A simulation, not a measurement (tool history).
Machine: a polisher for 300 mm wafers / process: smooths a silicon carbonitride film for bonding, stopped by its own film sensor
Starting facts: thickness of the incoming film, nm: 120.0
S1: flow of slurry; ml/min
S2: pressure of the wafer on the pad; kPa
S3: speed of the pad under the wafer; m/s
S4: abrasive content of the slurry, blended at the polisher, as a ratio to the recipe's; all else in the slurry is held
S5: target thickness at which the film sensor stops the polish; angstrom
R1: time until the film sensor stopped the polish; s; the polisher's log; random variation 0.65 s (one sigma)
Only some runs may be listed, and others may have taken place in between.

Run 1, day 0: S1 185 ml/min, S2 14.5 kPa, S3 1.02 m/s, S4 1, S5 1080 angstrom. Result: R1 51.14 s.
Run 2, day 0.112: S1 180 ml/min, S2 13.8 kPa, S3 1.02 m/s, S4 1, S5 1080 angstrom. Result: R1 54.536 s.
Run 3, day 0.479: S1 180 ml/min, S2 13.8 kPa, S3 1.02 m/s, S4 1, S5 1100 angstrom. Result: R1 45.645 s.
Run 4, day 0.767: S1 180 ml/min, S2 12.4 kPa, S3 1.02 m/s, S4 1, S5 1100 angstrom. Result: R1 50.422 s.
Run 5, day 1.008: S1 180 ml/min, S2 11 kPa, S3 1.02 m/s, S4 1, S5 1100 angstrom. Result: R1 55.85 s.
Run 6, day 1.296: S1 180 ml/min, S2 13.8 kPa, S3 1.02 m/s, S4 1, S5 1100 angstrom. Result: R1 45.704 s.
Run 7, day 1.575: S1 180 ml/min, S2 12.4 kPa, S3 1.02 m/s, S4 1, S5 1100 angstrom. Result: R1 50.714 s.
Run 8, day 1.867: S1 170 ml/min, S2 8.3 kPa, S3 1 m/s, S4 1, S5 1100 angstrom. Result: R1 75.593 s.
Run 9, day 2.029: S1 185 ml/min, S2 8.3 kPa, S3 1 m/s, S4 1, S5 1100 angstrom. Result: R1 76.124 s.
Run 10, day 2.171: S1 185 ml/min, S2 9 kPa, S3 1 m/s, S4 1, S5 1100 angstrom. Result: R1 70.083 s.
At day 2.258: slurry blender recalibrated.
Run 11, day 2.258: S1 185 ml/min, S2 9.7 kPa, S3 1 m/s, S4 1, S5 1100 angstrom. Result: R1 56.939 s.
Run 12, day 2.308: S1 180 ml/min, S2 9.7 kPa, S3 1 m/s, S4 1, S5 1100 angstrom. Result: R1 56.761 s.
Run 13, day 2.438: S1 180 ml/min, S2 9.7 kPa, S3 1 m/s, S4 1, S5 1100 angstrom. Result: R1 56.67 s.
Run 14, day 2.525: S1 170 ml/min, S2 6.9 kPa, S3 1 m/s, S4 1, S5 1100 angstrom. Result: R1 80.68 s.
Run 15, day 2.858: S1 170 ml/min, S2 6.9 kPa, S3 1 m/s, S4 1, S5 1100 angstrom. Result: R1 79.609 s.
Run 16, day 3.075: S1 170 ml/min, S2 6.9 kPa, S3 1 m/s, S4 1, S5 1100 angstrom. Result: R1 80.521 s.
Run 17, day 3.242: S1 190 ml/min, S2 9.7 kPa, S3 1.02 m/s, S4 1, S5 1100 angstrom. Result: R1 56.082 s.
Run 18, day 3.342: S1 185 ml/min, S2 9.7 kPa, S3 1.02 m/s, S4 1, S5 1100 angstrom. Result: R1 57.308 s.
Run 19, day 3.492: S1 180 ml/min, S2 9.7 kPa, S3 1.02 m/s, S4 1, S5 1100 angstrom. Result: R1 55.885 s.
Run 20, day 3.662: S1 170 ml/min, S2 9.7 kPa, S3 1.02 m/s, S4 1, S5 1100 angstrom. Result: R1 57.504 s.
Run 21, day 4.017: S1 185 ml/min, S2 9.7 kPa, S3 1.02 m/s, S4 1, S5 1100 angstrom. Result: R1 55.394 s.

Predict the results of run 22:
Run 22, day 4.3: S1 135 ml/min, S2 7.6 kPa, S3 1.02 m/s, S4 1, S5 1100 angstrom. Result: R1 ?.

{"run 22": {"R1": 73.628}}

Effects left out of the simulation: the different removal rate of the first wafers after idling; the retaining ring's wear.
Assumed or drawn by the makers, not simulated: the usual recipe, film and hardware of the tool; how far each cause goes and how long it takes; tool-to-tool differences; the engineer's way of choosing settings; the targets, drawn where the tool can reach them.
